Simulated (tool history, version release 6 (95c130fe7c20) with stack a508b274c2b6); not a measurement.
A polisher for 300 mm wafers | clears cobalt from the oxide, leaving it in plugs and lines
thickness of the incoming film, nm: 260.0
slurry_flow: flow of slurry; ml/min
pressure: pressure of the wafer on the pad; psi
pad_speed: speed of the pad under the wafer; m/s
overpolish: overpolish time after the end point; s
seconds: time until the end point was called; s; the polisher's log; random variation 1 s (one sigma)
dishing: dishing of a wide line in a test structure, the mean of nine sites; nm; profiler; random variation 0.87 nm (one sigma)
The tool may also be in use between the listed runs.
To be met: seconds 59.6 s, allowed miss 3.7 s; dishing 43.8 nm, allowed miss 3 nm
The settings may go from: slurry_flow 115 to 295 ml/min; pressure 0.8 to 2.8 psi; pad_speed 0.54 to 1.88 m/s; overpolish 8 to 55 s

{"run": 1, "hour": 0.0, "slurry_flow": 190, "pressure": 1.8, "pad_speed": 1.2, "overpolish": 28, "seconds": 52.52, "dishing": 63.249}
{"run": 2, "hour": 6.1, "slurry_flow": 155, "pressure": 1.8, "pad_speed": 1.2, "overpolish": 28, "seconds": 53.475, "dishing": 62.737}
{"run": 3, "hour": 9.3, "slurry_flow": 155, "pressure": 1.4, "pad_speed": 1.2, "overpolish": 28, "seconds": 68.117, "dishing": 57.057}
{"run": 4, "hour": 16.4, "slurry_flow": 135, "pressure": 1.4, "pad_speed": 1.2, "overpolish": 28, "seconds": 69.336, "dishing": 54.953}
{"run": 5, "hour": 19.9, "slurry_flow": 135, "pressure": 1.4, "pad_speed": 0.96, "overpolish": 28, "seconds": 81.513, "dishing": 52.271}
{"run": 6, "hour": 27.8, "slurry_flow": 155, "pressure": 1.4, "pad_speed": 0.96, "overpolish": 28, "seconds": 79.175, "dishing": 55.719}
{"run": 7, "hour": 32.8, "slurry_flow": 150, "pressure": 1.4, "pad_speed": 0.98, "overpolish": 26, "seconds": 77.973, "dishing": 53.144}
{"run": 8, "hour": 34.4, "slurry_flow": 145, "pressure": 1.4, "pad_speed": 1, "overpolish": 24, "seconds": 79.113, "dishing": 50.227}
{"hour": 40.7, "done": "slurry nozzle cleaned"}
{"run": 9, "hour": 40.7, "slurry_flow": 145, "pressure": 1.5, "pad_speed": 1, "overpolish": 22, "seconds": 64.152, "dishing": 49.706}

Which of these 4 next moves meets every target?
{"run": "A", "hour": 47.0, "slurry_flow": 140, "pressure": 1.3, "pad_speed": 1.32, "overpolish": 27, "seconds": "?", "dishing": "?"}
{"run": "B", "hour": 47.0, "slurry_flow": 135, "pressure": 1.3, "pad_speed": 1.04, "overpolish": 18, "seconds": "?", "dishing": "?"}
{"run": "C", "hour": 47.0, "slurry_flow": 180, "pressure": 2, "pad_speed": 0.68, "overpolish": 15, "seconds": "?", "dishing": "?"}
{"run": "D", "hour": 47.0, "slurry_flow": 130, "pressure": 1.4, "pad_speed": 1.46, "overpolish": 29, "seconds": "?", "dishing": "?"}

move=A seconds=64.165 dishing=58.542
move=B seconds=75.33 dishing=42.566
move=C seconds=60.309 dishing=43.641
move=D seconds=56.544 dishing=63.56
A: further off than the last run
B: brings the result that was furthest off to its target, and leaves another outside
C: meets every target
D: further off than the last run
The right move is C.
